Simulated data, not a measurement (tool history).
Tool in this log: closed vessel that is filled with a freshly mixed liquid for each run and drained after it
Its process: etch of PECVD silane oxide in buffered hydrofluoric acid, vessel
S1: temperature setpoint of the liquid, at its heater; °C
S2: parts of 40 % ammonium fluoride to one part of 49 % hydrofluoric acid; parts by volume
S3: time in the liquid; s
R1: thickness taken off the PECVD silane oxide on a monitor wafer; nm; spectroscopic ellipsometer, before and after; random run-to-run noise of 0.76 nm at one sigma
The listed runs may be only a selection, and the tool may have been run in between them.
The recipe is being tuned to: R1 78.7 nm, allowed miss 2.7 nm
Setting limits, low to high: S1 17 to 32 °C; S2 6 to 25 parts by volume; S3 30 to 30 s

run	hour	S1	S2	S3	R1
1	0	24	15.5	30	52.753
2	3	25	15.5	30	55.927
3	7.4	25	15.5	30	55.948
4	12.5	25	15.5	30	56.541
5	13.7	25.5	15.5	30	58.726
6	15.1	26	15.5	30	59.813
7	19.5	26.5	15.5	30	61.845
8	26.6	27	15.5	30	61.87
9	28	27.5	15.5	30	64.162
10	30.2	28	15.5	30	65.701
11	37.2	28.5	15.5	30	67.441
12	40.6	29	15.5	30	68.915
13	43.9	32	15.5	30	82.592

Of the 4 settings listed for the next run, only one would bring every result within its allowed miss of target. Which one?
A	47.2	31.5	14	30	?
B	47.2	32	14.5	30	?
C	47.2	31.5	15.5	30	?
D	47.2	32	15	30	?

move	R1
A	88.662
B	87.926
C	80.253
D	85.056
A: lands further from the targets than the last run did
B: lands further from the targets than the last run did
C: all results in spec
D: lands further from the targets than the last run did
The move that meets every target is C.
